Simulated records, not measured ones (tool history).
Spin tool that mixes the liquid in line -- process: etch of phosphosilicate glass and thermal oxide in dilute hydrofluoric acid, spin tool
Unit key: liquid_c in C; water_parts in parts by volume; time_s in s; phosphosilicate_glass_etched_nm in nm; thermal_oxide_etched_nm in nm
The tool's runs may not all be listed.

run	day	liquid_c	water_parts	time_s	phosphosilicate_glass_etched_nm	thermal_oxide_etched_nm
1	0.000	22.0	150	30	17.987	0.88613
2	0.192	20.5	165	30	15.133	0.68165
3	0.371	20.5	130	30	20.191	0.95106
4	0.517	19.5	155	30	15.844	0.76780
5	0.821	23.0	155	30	18.083	0.88962
6	0.942	21.0	170	30	14.941	0.73990
7	1.017	19.5	180	30	13.240	0.59875
8	1.388	19.0	190	30	12.086	0.59587

Run 9 has not been measured yet. What should we expect?
9	1.517	18.5	195	30	?	?

For run 9 the tool returned phosphosilicate_glass_etched_nm 11.624 nm, thermal_oxide_etched_nm 0.59095 nm.
